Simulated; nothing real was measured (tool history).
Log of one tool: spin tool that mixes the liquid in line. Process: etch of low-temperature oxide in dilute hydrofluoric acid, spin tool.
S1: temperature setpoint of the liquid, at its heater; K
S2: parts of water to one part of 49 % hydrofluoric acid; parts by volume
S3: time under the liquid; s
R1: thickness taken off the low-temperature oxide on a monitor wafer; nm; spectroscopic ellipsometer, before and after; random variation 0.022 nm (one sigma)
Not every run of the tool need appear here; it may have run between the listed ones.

run 1 day=0 | S1=297.15 S2=95 S3=35 | R1=3.6306
run 2 day=0.125 | S1=297.15 S2=95 S3=35 | R1=3.6435
run 3 day=0.162 | S1=294.15 S2=95 S3=35 | R1=3.202
run 4 day=0.492 | S1=294.15 S2=125 S3=35 | R1=2.3484
run 5 day=0.733 | S1=294.15 S2=125 S3=35 | R1=2.347
run 6 day=0.771 | S1=294.15 S2=105 S3=35 | R1=2.8766
run 7 day=0.879 | S1=296.65 S2=105 S3=35 | R1=3.1879

Run 8 comes next. What will it give?
run 8 day=1.238 | S1=298.65 S2=105 S3=35 | R1=?

For run 8 the tool returned R1 3.4387 nm.
